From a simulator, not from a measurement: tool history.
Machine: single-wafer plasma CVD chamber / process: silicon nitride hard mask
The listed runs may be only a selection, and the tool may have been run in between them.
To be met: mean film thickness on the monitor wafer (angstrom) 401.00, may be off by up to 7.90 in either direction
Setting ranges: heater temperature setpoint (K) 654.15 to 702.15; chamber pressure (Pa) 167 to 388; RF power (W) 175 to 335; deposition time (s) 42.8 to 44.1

run  hour  heater temperature setpoint (K)  chamber pressure (Pa)  RF power (W)  deposition time (s)  mean film thickness on the monitor wafer (angstrom)
  1   0.0                           678.15                    277           255                 42.8                                               467.48
  2   7.0                           678.15                    277           255                 44.1                                               480.32
  3  12.2                           678.15                    267           250                 44.1                                               470.26
  4  15.7                           678.15                    267           265                 44.1                                               495.18
     20.9  -- capacitance manometer re-zeroed and calibrated
  5  20.9                           678.15                    259           260                 44.1                                               495.30
  6  28.6                           678.15                    259           285                 44.1                                               529.18
  7  36.7                           678.15                    257           275                 44.0                                               514.69
  8  40.5                           678.15                    257           265                 43.9                                               495.75
  9  48.0                           678.15                    257           255                 43.8                                               480.51
 10  51.5                           678.15                    257           250                 43.7                                               474.22
 11  59.9                           678.15                    201           210                 43.3                                               384.62
 12  67.9                           678.15                    205           210                 43.3                                               388.05
 13  74.4                           678.15                    208           210                 43.3                                               384.98
 14  77.5                           678.15                    212           210                 43.3                                               389.07

Which one of the following 4 next-run settings gets every result inside its allowed miss? There is exactly one.
  A  80.6                           684.15                    233           195                 44.1                                                    ?
  B  80.6                           694.15                    173           205                 44.1                                                    ?
  C  80.6                           695.15                    196           205                 42.8                                                    ?
  D  80.6                           675.15                    227           210                 44.1                                                    ?

move  mean film thickness on the monitor wafer (angstrom)
   A                                               374.34
   B                                               372.36
   C                                               368.14
   D                                               400.83
A: moves away from the targets compared with the last run
B: moves away from the targets compared with the last run
C: moves away from the targets compared with the last run
D: all results in spec
Move D is the one to make.

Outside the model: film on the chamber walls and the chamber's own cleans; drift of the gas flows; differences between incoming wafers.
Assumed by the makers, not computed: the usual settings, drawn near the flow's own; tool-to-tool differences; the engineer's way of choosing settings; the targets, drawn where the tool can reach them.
